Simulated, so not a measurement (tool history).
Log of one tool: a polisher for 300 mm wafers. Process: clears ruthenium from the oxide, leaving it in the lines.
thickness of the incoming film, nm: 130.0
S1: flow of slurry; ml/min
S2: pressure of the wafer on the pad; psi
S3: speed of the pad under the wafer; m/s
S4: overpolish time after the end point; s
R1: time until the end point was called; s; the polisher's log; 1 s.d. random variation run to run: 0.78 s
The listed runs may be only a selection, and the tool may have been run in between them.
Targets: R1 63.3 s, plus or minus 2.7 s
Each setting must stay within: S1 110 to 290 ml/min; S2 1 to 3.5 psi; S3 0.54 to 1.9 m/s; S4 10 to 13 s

{"run": 1, "hour": 0.0, "S1": 185, "S2": 2.2, "S3": 1.22, "S4": 13, "R1": 93.611}
{"run": 2, "hour": 2.7, "S1": 185, "S2": 1.9, "S3": 1.22, "S4": 13, "R1": 105.99}
{"run": 3, "hour": 11.2, "S1": 140, "S2": 1.9, "S3": 1.22, "S4": 13, "R1": 111.6}
{"run": 4, "hour": 14.7, "S1": 140, "S2": 1.9, "S3": 1.06, "S4": 13, "R1": 123.97}
{"run": 5, "hour": 17.1, "S1": 160, "S2": 1.9, "S3": 1.06, "S4": 13, "R1": 123.38}
{"run": 6, "hour": 20.6, "S1": 165, "S2": 2.4, "S3": 1.08, "S4": 13, "R1": 102.32}
{"run": 7, "hour": 24.5, "S1": 170, "S2": 3, "S3": 1.22, "S4": 13, "R1": 76.488}
{"run": 8, "hour": 31.5, "S1": 180, "S2": 3.1, "S3": 1.22, "S4": 13, "R1": 73.887}
{"run": 9, "hour": 35.2, "S1": 185, "S2": 3.2, "S3": 1.22, "S4": 13, "R1": 71.521}
{"run": 10, "hour": 39.0, "S1": 185, "S2": 3.3, "S3": 1.24, "S4": 13, "R1": 69.627}
{"run": 11, "hour": 44.0, "S1": 185, "S2": 3.4, "S3": 1.26, "S4": 13, "R1": 66.903}

5 candidate next runs follow, results not yet known. Just one meets every target within its allowed miss. Identify it.
{"run": "A", "hour": 49.0, "S1": 160, "S2": 3.5, "S3": 1.3, "S4": 13, "R1": "?"}
{"run": "B", "hour": 49.0, "S1": 230, "S2": 3.5, "S3": 1.1, "S4": 12, "R1": "?"}
{"run": "C", "hour": 49.0, "S1": 180, "S2": 3.4, "S3": 1.2, "S4": 10, "R1": "?"}
{"run": "D", "hour": 49.0, "S1": 185, "S2": 3.3, "S3": 1.18, "S4": 13, "R1": "?"}
{"run": "E", "hour": 49.0, "S1": 200, "S2": 3.4, "S3": 1.48, "S4": 13, "R1": "?"}

move=A R1=64.053
move=B R1=71.315
move=C R1=69.428
move=D R1=71.943
move=E R1=55.725
A: all results land within tolerance of their targets
B: the biggest miss grows against the last run
C: the biggest miss grows against the last run
D: the biggest miss grows against the last run
E: takes the result that was furthest off past its target
The right move is A.

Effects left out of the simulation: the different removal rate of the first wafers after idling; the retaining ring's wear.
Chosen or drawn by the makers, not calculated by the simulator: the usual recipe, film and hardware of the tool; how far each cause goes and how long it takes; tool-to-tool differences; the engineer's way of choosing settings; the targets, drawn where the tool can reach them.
